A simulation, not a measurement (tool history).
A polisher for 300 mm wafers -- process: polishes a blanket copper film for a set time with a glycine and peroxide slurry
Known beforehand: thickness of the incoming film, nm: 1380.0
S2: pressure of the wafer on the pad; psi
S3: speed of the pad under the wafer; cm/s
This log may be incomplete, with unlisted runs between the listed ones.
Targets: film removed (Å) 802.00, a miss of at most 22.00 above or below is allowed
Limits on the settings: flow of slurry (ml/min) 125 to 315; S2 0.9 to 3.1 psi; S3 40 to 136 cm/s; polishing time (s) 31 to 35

Run 1, hour 0.0: flow of slurry (ml/min) 205, S2 2.0 psi, S3 88 cm/s, polishing time (s) 35. Result: film removed (Å) 1389.80.
Run 2, hour 6.6: flow of slurry (ml/min) 205, S2 2.0 psi, S3 88 cm/s, polishing time (s) 35. Result: film removed (Å) 1385.20.
Run 3, hour 10.7: flow of slurry (ml/min) 205, S2 2.3 psi, S3 88 cm/s, polishing time (s) 35. Result: film removed (Å) 1556.80.
Run 4, hour 15.6: flow of slurry (ml/min) 205, S2 2.5 psi, S3 88 cm/s, polishing time (s) 35. Result: film removed (Å) 1677.40.
Run 5, hour 22.1: flow of slurry (ml/min) 205, S2 2.5 psi, S3 88 cm/s, polishing time (s) 31. Result: film removed (Å) 1471.10.
Run 6, hour 28.4: flow of slurry (ml/min) 200, S2 2.0 psi, S3 84 cm/s, polishing time (s) 31. Result: film removed (Å) 1207.60.
Run 7, hour 29.8: flow of slurry (ml/min) 190, S2 1.7 psi, S3 84 cm/s, polishing time (s) 31. Result: film removed (Å) 1051.30.
Run 8, hour 32.0: flow of slurry (ml/min) 175, S2 1.6 psi, S3 84 cm/s, polishing time (s) 31. Result: film removed (Å) 984.60.
Run 9, hour 35.4: flow of slurry (ml/min) 165, S2 1.5 psi, S3 84 cm/s, polishing time (s) 31. Result: film removed (Å) 943.17.
Run 10, hour 41.9: flow of slurry (ml/min) 155, S2 1.4 psi, S3 84 cm/s, polishing time (s) 31. Result: film removed (Å) 899.11.
Run 11, hour 43.1: flow of slurry (ml/min) 150, S2 1.3 psi, S3 84 cm/s, polishing time (s) 31. Result: film removed (Å) 845.98.

Below are 5 possible settings for the next run. Only one of them brings all results inside the allowed miss of their targets. Which is it?
Run A, hour 44.3: flow of slurry (ml/min) 130, S2 1.1 psi, S3 98 cm/s, polishing time (s) 35. Result: film removed (Å) ?.
Run B, hour 44.3: flow of slurry (ml/min) 125, S2 1.4 psi, S3 80 cm/s, polishing time (s) 32. Result: film removed (Å) ?.
Run C, hour 44.3: flow of slurry (ml/min) 165, S2 1.1 psi, S3 78 cm/s, polishing time (s) 32. Result: film removed (Å) ?.
Run D, hour 44.3: flow of slurry (ml/min) 190, S2 1.4 psi, S3 70 cm/s, polishing time (s) 34. Result: film removed (Å) ?.
Run E, hour 44.3: flow of slurry (ml/min) 240, S2 1.0 psi, S3 86 cm/s, polishing time (s) 32. Result: film removed (Å) ?.

move  film removed (Å)
   A            918.71
   B            852.79
   C            766.69
   D            904.19
   E            811.26
A: further off than the last run
B: further off than the last run
C: moves the result that the last run missed by most past its target, out the other side
D: further off than the last run
E: in spec on every target
E meets every target.

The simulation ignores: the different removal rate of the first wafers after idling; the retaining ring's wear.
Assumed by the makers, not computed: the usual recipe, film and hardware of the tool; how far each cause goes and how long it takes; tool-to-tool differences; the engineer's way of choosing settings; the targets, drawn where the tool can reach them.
